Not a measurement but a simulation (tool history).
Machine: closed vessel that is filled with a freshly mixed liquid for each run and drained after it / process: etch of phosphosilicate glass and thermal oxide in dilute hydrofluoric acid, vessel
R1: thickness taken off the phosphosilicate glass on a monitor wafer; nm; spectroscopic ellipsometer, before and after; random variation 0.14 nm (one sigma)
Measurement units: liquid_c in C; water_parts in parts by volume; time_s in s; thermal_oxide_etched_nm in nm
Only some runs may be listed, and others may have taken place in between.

run 1 day=0.000 | liquid_c=24.0 water_parts=175 time_s=60 | R1=20.030 thermal_oxide_etched_nm=1.4782
run 2 day=0.088 | liquid_c=23.0 water_parts=175 time_s=60 | R1=19.294 thermal_oxide_etched_nm=1.4048
run 3 day=0.454 | liquid_c=23.0 water_parts=200 time_s=60 | R1=16.443 thermal_oxide_etched_nm=1.2097
run 4 day=0.767 | liquid_c=23.0 water_parts=240 time_s=60 | R1=13.208 thermal_oxide_etched_nm=1.0112
run 5 day=1.071 | liquid_c=25.0 water_parts=235 time_s=60 | R1=14.328 thermal_oxide_etched_nm=1.0735
run 6 day=1.225 | liquid_c=26.5 water_parts=235 time_s=60 | R1=15.303 thermal_oxide_etched_nm=1.1546
run 7 day=1.367 | liquid_c=27.5 water_parts=235 time_s=60 | R1=15.685 thermal_oxide_etched_nm=1.1795

What does the tool deliver on the next run?
run 8 day=1.638 | liquid_c=28.5 water_parts=235 time_s=60 | R1=? thermal_oxide_etched_nm=?

{"run 8": {"R1": 16.096, "thermal_oxide_etched_nm": 1.1863}}

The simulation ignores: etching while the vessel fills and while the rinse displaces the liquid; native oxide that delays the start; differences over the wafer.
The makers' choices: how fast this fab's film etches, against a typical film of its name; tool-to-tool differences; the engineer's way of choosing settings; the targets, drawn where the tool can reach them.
